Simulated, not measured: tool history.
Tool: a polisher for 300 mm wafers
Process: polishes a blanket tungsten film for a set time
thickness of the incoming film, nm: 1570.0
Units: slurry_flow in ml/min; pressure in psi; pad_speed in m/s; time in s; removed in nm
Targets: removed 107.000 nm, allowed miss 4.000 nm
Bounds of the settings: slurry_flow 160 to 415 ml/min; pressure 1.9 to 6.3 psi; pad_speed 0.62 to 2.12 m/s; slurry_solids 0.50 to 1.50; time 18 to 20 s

Run 1, hour 0.0: slurry_flow 265 ml/min, pressure 4.1 psi, pad_speed 1.36 m/s, slurry_solids 1.00, time 20 s. Result: removed 133.320 nm.
Run 2, hour 5.9: slurry_flow 330 ml/min, pressure 4.1 psi, pad_speed 1.36 m/s, slurry_solids 1.00, time 20 s. Result: removed 137.150 nm.
Run 3, hour 10.5: slurry_flow 330 ml/min, pressure 4.0 psi, pad_speed 1.36 m/s, slurry_solids 1.00, time 20 s. Result: removed 131.970 nm.
Run 4, hour 15.1: slurry_flow 330 ml/min, pressure 4.0 psi, pad_speed 1.36 m/s, slurry_solids 1.00, time 20 s. Result: removed 130.920 nm.
Run 5, hour 21.7: slurry_flow 330 ml/min, pressure 3.9 psi, pad_speed 1.36 m/s, slurry_solids 1.00, time 20 s. Result: removed 129.790 nm.
Run 6, hour 25.5: slurry_flow 330 ml/min, pressure 3.8 psi, pad_speed 1.36 m/s, slurry_solids 1.00, time 20 s. Result: removed 125.560 nm.
Run 7, hour 26.1: slurry_flow 330 ml/min, pressure 3.7 psi, pad_speed 1.36 m/s, slurry_solids 1.00, time 20 s. Result: removed 122.790 nm.
Run 8, hour 33.8: slurry_flow 330 ml/min, pressure 3.6 psi, pad_speed 1.36 m/s, slurry_solids 1.00, time 20 s. Result: removed 123.450 nm.
Run 9, hour 38.1: slurry_flow 325 ml/min, pressure 2.9 psi, pad_speed 1.34 m/s, slurry_solids 1.00, time 20 s. Result: removed 100.380 nm.

Which of these 5 next moves meets every target?
Run A, hour 42.4: slurry_flow 325 ml/min, pressure 2.9 psi, pad_speed 1.38 m/s, slurry_solids 1.05, time 19 s. Result: removed ?.
Run B, hour 42.4: slurry_flow 330 ml/min, pressure 3.3 psi, pad_speed 1.22 m/s, slurry_solids 1.30, time 20 s. Result: removed ?.
Run C, hour 42.4: slurry_flow 325 ml/min, pressure 2.7 psi, pad_speed 1.24 m/s, slurry_solids 1.10, time 20 s. Result: removed ?.
Run D, hour 42.4: slurry_flow 280 ml/min, pressure 2.8 psi, pad_speed 1.38 m/s, slurry_solids 1.05, time 19 s. Result: removed ?.
Run E, hour 42.4: slurry_flow 370 ml/min, pressure 2.8 psi, pad_speed 1.34 m/s, slurry_solids 0.95, time 20 s. Result: removed ?.

move  removed
   A   98.628
   B  106.790
   C   89.359
   D   94.845
   E   97.145
A: further off than the last run
B: meets every target
C: further off than the last run
D: further off than the last run
E: further off than the last run
The right move is B.
